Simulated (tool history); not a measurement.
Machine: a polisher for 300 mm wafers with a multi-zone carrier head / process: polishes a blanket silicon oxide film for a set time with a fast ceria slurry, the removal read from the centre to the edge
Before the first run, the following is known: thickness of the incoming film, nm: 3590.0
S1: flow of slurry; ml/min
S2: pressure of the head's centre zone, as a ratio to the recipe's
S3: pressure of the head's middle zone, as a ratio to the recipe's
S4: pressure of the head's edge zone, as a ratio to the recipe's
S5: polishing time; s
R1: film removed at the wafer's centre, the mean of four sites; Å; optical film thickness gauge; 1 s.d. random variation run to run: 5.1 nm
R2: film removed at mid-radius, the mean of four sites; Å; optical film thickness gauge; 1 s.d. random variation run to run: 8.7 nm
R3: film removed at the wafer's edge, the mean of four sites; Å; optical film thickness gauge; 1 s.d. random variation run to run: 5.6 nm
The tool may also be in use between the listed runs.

Run 1, hour 0.0: S1 150 ml/min, S2 1.00, S3 1.00, S4 1.00, S5 49 s. Result: R1 7850.9 Å, R2 7029.7 Å, R3 7269.7 Å.
Run 2, hour 3.0: S1 140 ml/min, S2 0.99, S3 0.97, S4 0.99, S5 49 s. Result: R1 7661.4 Å, R2 6855.3 Å, R3 7203.0 Å.
Run 3, hour 5.6: S1 135 ml/min, S2 0.98, S3 0.94, S4 0.98, S5 48 s. Result: R1 7443.1 Å, R2 6312.8 Å, R3 6962.9 Å.
Run 4, hour 9.7: S1 130 ml/min, S2 0.97, S3 0.93, S4 0.97, S5 48 s. Result: R1 7307.1 Å, R2 6362.2 Å, R3 6800.0 Å.
Run 5, hour 10.7: S1 130 ml/min, S2 0.94, S3 0.93, S4 0.97, S5 48 s. Result: R1 6974.8 Å, R2 6464.0 Å, R3 6787.3 Å.
Run 6, hour 11.7: S1 130 ml/min, S2 0.99, S3 0.93, S4 0.97, S5 48 s. Result: R1 7379.4 Å, R2 6360.4 Å, R3 6958.0 Å.
Run 7, hour 14.2: S1 130 ml/min, S2 0.99, S3 0.93, S4 0.97, S5 48 s. Result: R1 7390.5 Å, R2 6325.6 Å, R3 6920.3 Å.

Expected results for the next run?
Run 8, hour 16.1: S1 100 ml/min, S2 0.96, S3 0.88, S4 0.94, S5 47 s. Result: R1 ?, R2 ?, R3 ?.

Run 8 gave R1 6468.0 Å, R2 5411.1 Å, R3 6237.5 Å.

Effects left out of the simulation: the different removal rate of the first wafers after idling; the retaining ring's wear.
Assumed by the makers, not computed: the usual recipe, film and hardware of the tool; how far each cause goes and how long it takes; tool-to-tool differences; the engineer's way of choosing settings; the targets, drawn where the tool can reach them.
